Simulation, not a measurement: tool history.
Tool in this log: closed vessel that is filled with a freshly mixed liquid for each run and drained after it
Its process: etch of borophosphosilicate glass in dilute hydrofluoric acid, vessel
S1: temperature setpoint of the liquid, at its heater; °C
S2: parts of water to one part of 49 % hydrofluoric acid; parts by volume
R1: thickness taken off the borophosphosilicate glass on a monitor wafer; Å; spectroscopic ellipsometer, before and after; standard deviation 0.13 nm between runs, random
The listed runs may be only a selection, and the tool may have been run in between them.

{"run": 1, "hour": 0.0, "S1": 26, "S2": 160, "time in the liquid (s)": 30, "R1": 153.57}
{"run": 2, "hour": 9.0, "S1": 24, "S2": 160, "time in the liquid (s)": 30, "R1": 143.15}
{"run": 3, "hour": 12.4, "S1": 24, "S2": 160, "time in the liquid (s)": 30, "R1": 143.53}
{"run": 4, "hour": 19.2, "S1": 24, "S2": 160, "time in the liquid (s)": 30, "R1": 142.93}
{"run": 5, "hour": 20.5, "S1": 26, "S2": 160, "time in the liquid (s)": 30, "R1": 151.07}
{"run": 6, "hour": 29.3, "S1": 28, "S2": 160, "time in the liquid (s)": 30, "R1": 163.31}

Run 7, settings as shown, results not yet in. Your forecast:
{"run": 7, "hour": 33.6, "S1": 29, "S2": 160, "time in the liquid (s)": 30, "R1": "?"}

Run 7 produced R1 169.61 Å.
